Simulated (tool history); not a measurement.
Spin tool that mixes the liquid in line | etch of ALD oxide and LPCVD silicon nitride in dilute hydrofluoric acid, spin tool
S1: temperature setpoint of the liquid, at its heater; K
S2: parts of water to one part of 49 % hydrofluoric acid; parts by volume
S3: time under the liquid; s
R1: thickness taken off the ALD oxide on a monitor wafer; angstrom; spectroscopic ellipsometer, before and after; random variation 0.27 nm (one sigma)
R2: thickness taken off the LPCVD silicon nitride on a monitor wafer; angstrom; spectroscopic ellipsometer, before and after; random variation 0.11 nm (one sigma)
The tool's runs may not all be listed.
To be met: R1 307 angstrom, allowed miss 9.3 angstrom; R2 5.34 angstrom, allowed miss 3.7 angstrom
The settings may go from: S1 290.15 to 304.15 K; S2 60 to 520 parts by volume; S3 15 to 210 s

run 1 hour=0 | S1=296.15 S2=290 S3=105 | R1=80.939 R2=1.8951
run 2 hour=8.4 | S1=297.65 S2=245 S3=105 | R1=104.75 R2=1.6495
run 3 hour=17 | S1=298.15 S2=210 S3=110 | R1=136.72 R2=3.4151
run 4 hour=22.1 | S1=300.65 S2=210 S3=110 | R1=153.71 R2=4.1705
run 5 hour=24.6 | S1=301.15 S2=185 S3=110 | R1=181.01 R2=4.0989
run 6 hour=25.9 | S1=303.65 S2=185 S3=110 | R1=192.79 R2=4.1774
run 7 hour=32.3 | S1=304.15 S2=70 S3=110 | R1=621.1 R2=18.656
run 8 hour=34 | S1=301.65 S2=80 S3=110 | R1=480.93 R2=11.352
run 9 hour=38.7 | S1=299.65 S2=85 S3=110 | R1=421.45 R2=6.7377
run 10 hour=40 | S1=298.65 S2=90 S3=110 | R1=377.41 R2=7.4734
run 11 hour=43.8 | S1=297.65 S2=90 S3=110 | R1=360.26 R2=8.4435
run 12 hour=49.1 | S1=294.65 S2=105 S3=110 | R1=274.6 R2=4.9318
run 13 hour=51.1 | S1=295.15 S2=105 S3=110 | R1=276.19 R2=4.6434
run 14 hour=52.3 | S1=295.65 S2=105 S3=110 | R1=280.22 R2=5.1638
run 15 hour=53.8 | S1=297.65 S2=95 S3=110 | R1=342.84 R2=7.3374
run 16 hour=58.4 | S1=297.15 S2=95 S3=110 | R1=332.47 R2=6.7801

Which of these 4 next moves meets every target?
run A hour=63 | S1=300.65 S2=165 S3=190 | R1=? R2=?
run B hour=63 | S1=302.65 S2=160 S3=175 | R1=? R2=?
run C hour=63 | S1=303.15 S2=205 S3=210 | R1=? R2=?
run D hour=63 | S1=293.15 S2=125 S3=160 | R1=? R2=?

move=A R1=348.61 R2=7.2448
move=B R1=358.17 R2=7.7868
move=C R1=322.76 R2=7.4848
move=D R1=304.02 R2=4.9376
A: further off than the last run
B: further off than the last run
C: nearer than the last run, and not there yet
D: meets every target
Answer: D
